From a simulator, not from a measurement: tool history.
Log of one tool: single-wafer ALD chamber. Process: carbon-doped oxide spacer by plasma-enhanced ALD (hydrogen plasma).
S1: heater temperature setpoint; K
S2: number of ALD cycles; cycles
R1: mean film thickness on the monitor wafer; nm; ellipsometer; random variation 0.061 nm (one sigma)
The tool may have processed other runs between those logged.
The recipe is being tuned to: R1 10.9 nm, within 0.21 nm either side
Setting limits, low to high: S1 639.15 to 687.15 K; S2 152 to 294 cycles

run 1 hour=0 | S1=663.15 S2=223 | R1=12.274
run 2 hour=6 | S1=663.15 S2=246 | R1=13.322
run 3 hour=8.9 | S1=663.15 S2=267 | R1=14.384
run 4 hour=17.6 | S1=663.15 S2=294 | R1=15.959
run 5 hour=26.2 | S1=663.15 S2=271 | R1=14.767
run 6 hour=33 | S1=673.15 S2=271 | R1=14.759
run 7 hour=41.8 | S1=673.15 S2=253 | R1=13.616
run 8 hour=50 | S1=673.15 S2=240 | R1=13.122
run 9 hour=53.3 | S1=673.15 S2=228 | R1=12.271
run 10 hour=59.4 | S1=673.15 S2=221 | R1=11.974
run 11 hour=63.3 | S1=673.15 S2=216 | R1=11.724
run 12 hour=65.5 | S1=673.15 S2=212 | R1=11.564
run 13 hour=74.3 | S1=673.15 S2=209 | R1=11.335

Of the 5 settings listed for the next run, only one would bring every result within its allowed miss of target. Which one?
run A hour=83.1 | S1=662.15 S2=217 | R1=?
run B hour=83.1 | S1=669.15 S2=201 | R1=?
run C hour=83.1 | S1=680.15 S2=217 | R1=?
run D hour=83.1 | S1=675.15 S2=209 | R1=?
run E hour=83.1 | S1=675.15 S2=226 | R1=?

move=A R1=11.79
move=B R1=10.921
move=C R1=11.615
move=D R1=11.336
move=E R1=12.258
A: further off than the last run
B: in spec on every target
C: further off than the last run
D: no better and no worse than the last run
E: further off than the last run
Go with B: it meets all targets.

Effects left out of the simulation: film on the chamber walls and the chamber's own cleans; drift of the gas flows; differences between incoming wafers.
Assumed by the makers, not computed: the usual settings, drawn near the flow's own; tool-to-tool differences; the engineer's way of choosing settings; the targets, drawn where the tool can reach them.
